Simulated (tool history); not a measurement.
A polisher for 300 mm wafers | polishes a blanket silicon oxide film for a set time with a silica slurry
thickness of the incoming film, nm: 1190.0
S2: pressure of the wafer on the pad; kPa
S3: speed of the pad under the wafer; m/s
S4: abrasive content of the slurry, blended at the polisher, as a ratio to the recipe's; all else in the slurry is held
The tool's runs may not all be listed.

run 1 hour=0 | flow_of_slurry_(ml/min)=305 S2=31.7 S3=1.02 S4=1 polishing_time_(s)=33 | film_removed_(Å)=911.26
run 2 hour=7.4 | flow_of_slurry_(ml/min)=305 S2=31.7 S3=1.02 S4=1 polishing_time_(s)=29 | film_removed_(Å)=807.41
run 3 hour=12.5 | flow_of_slurry_(ml/min)=305 S2=31.7 S3=1.22 S4=1 polishing_time_(s)=29 | film_removed_(Å)=922.33
run 4 hour=20.8 | flow_of_slurry_(ml/min)=305 S2=31.7 S3=1.02 S4=1 polishing_time_(s)=29 | film_removed_(Å)=803.3
run 5 hour=28.6 | flow_of_slurry_(ml/min)=305 S2=31.7 S3=1.28 S4=1 polishing_time_(s)=29 | film_removed_(Å)=972.02
run 6 hour=29.5 | flow_of_slurry_(ml/min)=305 S2=31.7 S3=1.06 S4=1 polishing_time_(s)=29 | film_removed_(Å)=829.25

The next listed run, before its measurement:
run 7 hour=33.7 | flow_of_slurry_(ml/min)=305 S2=29 S3=1.04 S4=1 polishing_time_(s)=29 | film_removed_(Å)=?

Run 7 gave film removed (Å) 749.32.

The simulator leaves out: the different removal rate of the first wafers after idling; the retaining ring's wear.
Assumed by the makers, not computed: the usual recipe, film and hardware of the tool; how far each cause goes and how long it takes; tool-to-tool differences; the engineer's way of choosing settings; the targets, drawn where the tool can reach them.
